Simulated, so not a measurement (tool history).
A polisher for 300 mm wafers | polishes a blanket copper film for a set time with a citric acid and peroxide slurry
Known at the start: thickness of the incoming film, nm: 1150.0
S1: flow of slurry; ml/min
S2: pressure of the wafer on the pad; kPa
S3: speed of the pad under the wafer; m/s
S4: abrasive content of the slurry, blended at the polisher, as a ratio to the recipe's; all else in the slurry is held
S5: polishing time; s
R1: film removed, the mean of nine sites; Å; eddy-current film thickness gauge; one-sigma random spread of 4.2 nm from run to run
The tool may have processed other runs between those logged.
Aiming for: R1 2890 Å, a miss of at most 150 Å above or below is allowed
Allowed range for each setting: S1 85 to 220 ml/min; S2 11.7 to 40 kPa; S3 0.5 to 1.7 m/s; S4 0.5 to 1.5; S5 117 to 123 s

run  hour   S1    S2    S3    S4   S5      R1
  1     0  140  25.5   1.1     1  117  4552.3
  2   3.9  140  25.5   1.1  0.85  117  4311.9
  3  10.1  155  25.5   1.1  0.85  117  4418.8
  4  17.5  155  25.5  1.36  0.85  117  5111.1
  5  22.1  170  25.5  1.36  0.85  117  5103.7
  6  30.8  170  25.5  1.36     1  117  5307.5
  7  31.6  170  25.5  1.36     1  117  5275.6
  8  34.9  170  24.1  1.34     1  117  5001.4
  9  41.8  160  17.2   1.2     1  117  3331.1

5 candidate next runs follow, results not yet known. Just one meets every target within its allowed miss. Identify it.
  A  48.7  150  14.5  1.38   0.8  117   ?
  B  48.7  150  21.4  1.18     1  123   ?
  C  48.7  175  18.6   1.1  1.05  118   ?
  D  48.7  140  20.7  1.08     1  117   ?
  E  48.7  170    20  1.02  1.15  117   ?

move      R1
   A    2948
   B  4180.3
   C  3463.2
   D  3571.8
   E  3534.2
A: every result lands within tolerance
B: its largest miss is bigger than the last run's
C: its largest miss is bigger than the last run's
D: its largest miss is bigger than the last run's
E: its largest miss is bigger than the last run's
The right move is A.
